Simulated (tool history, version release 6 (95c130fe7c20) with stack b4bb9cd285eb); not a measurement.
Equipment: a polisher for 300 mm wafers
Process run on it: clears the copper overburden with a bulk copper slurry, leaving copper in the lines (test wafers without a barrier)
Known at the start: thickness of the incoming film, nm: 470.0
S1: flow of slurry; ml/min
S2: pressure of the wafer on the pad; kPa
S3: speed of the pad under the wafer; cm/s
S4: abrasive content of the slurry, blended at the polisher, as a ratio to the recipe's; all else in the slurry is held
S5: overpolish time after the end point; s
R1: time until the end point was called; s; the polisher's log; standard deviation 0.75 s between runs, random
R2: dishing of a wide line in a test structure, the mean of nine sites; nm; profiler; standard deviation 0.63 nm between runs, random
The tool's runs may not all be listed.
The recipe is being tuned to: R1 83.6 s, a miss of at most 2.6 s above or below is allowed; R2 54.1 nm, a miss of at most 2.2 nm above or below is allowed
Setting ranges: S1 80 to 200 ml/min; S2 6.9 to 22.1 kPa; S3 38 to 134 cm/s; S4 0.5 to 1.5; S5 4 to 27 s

run  hour   S1    S2   S3  S4  S5      R1      R2
  1     0  130  14.5   86   1  14  65.335  55.398
  2   5.8  130  14.5  106   1  14  52.523  64.235
  3    14  130  14.5  106   1   8  53.624  41.745
  4  21.3  125  13.8  106   1   9  56.909  44.191
  5  23.5  120  13.1  106   1  10  59.852  44.795
  6  31.7  120  13.1  106   1  14  59.908  58.294
  7  37.2   95     9  104   1  18  93.396  49.098
  8  43.6  100     9  104   1  18   91.68  49.006
  9  46.5  105     9  104   1  18  91.859  48.974
 10  53.8  110     9  104   1  18   90.21  50.756
 11  60.2  110     9  104   1  18  90.704  48.949
 12    66  140   9.7  104   1  19  79.066  58.284
 13  72.5  130   9.7  104   1  19  80.327  57.265

Consider the 5 candidate settings below. Which is the only one whose results all fall within their allowed miss of target?
  A    79   80  14.5   74  1.35  17   ?   ?
  B    79  160    11   90  1.15  15   ?   ?
  C    79  110  10.3  102   0.9  21   ?   ?
  D    79  105   9.7  104  1.05  22   ?   ?
  E    79  130   8.3  114  1.05  17   ?   ?

move      R1      R2
   A  81.904  55.407
   B  75.684  52.091
   C  80.358  62.386
   D  83.205  62.207
   E  83.625  51.217
A: all results land within tolerance of their targets
B: brings the result that was furthest off to its target, and leaves another outside
C: lands further from the targets than the last run did
D: lands further from the targets than the last run did
E: the result that was furthest off in the last run now lies on the other side of its target
Go with A: it meets all targets.

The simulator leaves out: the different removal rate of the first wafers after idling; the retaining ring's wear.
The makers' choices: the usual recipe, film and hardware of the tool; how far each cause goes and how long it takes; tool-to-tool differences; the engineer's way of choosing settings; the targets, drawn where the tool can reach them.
